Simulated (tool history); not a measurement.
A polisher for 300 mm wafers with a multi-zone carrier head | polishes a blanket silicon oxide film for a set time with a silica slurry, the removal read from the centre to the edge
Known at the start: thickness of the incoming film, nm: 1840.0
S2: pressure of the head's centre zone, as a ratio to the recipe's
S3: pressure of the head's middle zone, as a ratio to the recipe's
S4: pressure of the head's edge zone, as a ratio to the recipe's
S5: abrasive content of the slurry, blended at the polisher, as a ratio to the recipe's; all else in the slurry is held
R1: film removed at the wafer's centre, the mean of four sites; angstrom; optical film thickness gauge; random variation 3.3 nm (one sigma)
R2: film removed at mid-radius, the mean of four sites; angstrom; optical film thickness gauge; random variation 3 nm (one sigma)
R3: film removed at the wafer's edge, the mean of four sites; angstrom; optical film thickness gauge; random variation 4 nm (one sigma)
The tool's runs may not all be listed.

{"run": 1, "hour": 0.0, "flow of slurry (ml/min)": 240, "S2": 1.0, "S3": 1.0, "S4": 1.0, "S5": 1.0, "polishing time (s)": 60, "R1": 3198.2, "R2": 3117.3, "R3": 3164.2}
{"run": 2, "hour": 7.7, "flow of slurry (ml/min)": 240, "S2": 1.0, "S3": 1.0, "S4": 1.0, "S5": 1.0, "polishing time (s)": 66, "R1": 3508.8, "R2": 3424.3, "R3": 3452.1}
{"run": 3, "hour": 9.7, "flow of slurry (ml/min)": 250, "S2": 0.98, "S3": 1.02, "S4": 1.01, "S5": 1.0, "polishing time (s)": 66, "R1": 3430.6, "R2": 3505.8, "R3": 3514.1}
{"run": 4, "hour": 13.6, "flow of slurry (ml/min)": 260, "S2": 0.97, "S3": 1.04, "S4": 1.01, "S5": 1.0, "polishing time (s)": 66, "R1": 3407.6, "R2": 3592.6, "R3": 3506.6}
{"run": 5, "hour": 22.1, "flow of slurry (ml/min)": 265, "S2": 0.97, "S3": 1.05, "S4": 1.02, "S5": 1.0, "polishing time (s)": 66, "R1": 3460.8, "R2": 3586.5, "R3": 3518.0}
{"run": 6, "hour": 29.0, "flow of slurry (ml/min)": 210, "S2": 0.97, "S3": 1.05, "S4": 1.02, "S5": 1.0, "polishing time (s)": 66, "R1": 3332.3, "R2": 3468.0, "R3": 3454.8}
{"run": 7, "hour": 34.4, "flow of slurry (ml/min)": 225, "S2": 0.96, "S3": 1.06, "S4": 1.03, "S5": 1.0, "polishing time (s)": 66, "R1": 3388.6, "R2": 3556.1, "R3": 3476.3}
{"run": 8, "hour": 41.2, "flow of slurry (ml/min)": 235, "S2": 0.95, "S3": 1.07, "S4": 1.04, "S5": 1.0, "polishing time (s)": 66, "R1": 3317.4, "R2": 3559.2, "R3": 3484.0}

Forecast run 9:
{"run": 9, "hour": 42.9, "flow of slurry (ml/min)": 245, "S2": 0.95, "S3": 1.08, "S4": 1.05, "S5": 1.0, "polishing time (s)": 66, "R1": "?", "R2": "?", "R3": "?"}

{"run 9": {"R1": 3370.1, "R2": 3675.5, "R3": 3606.5}}
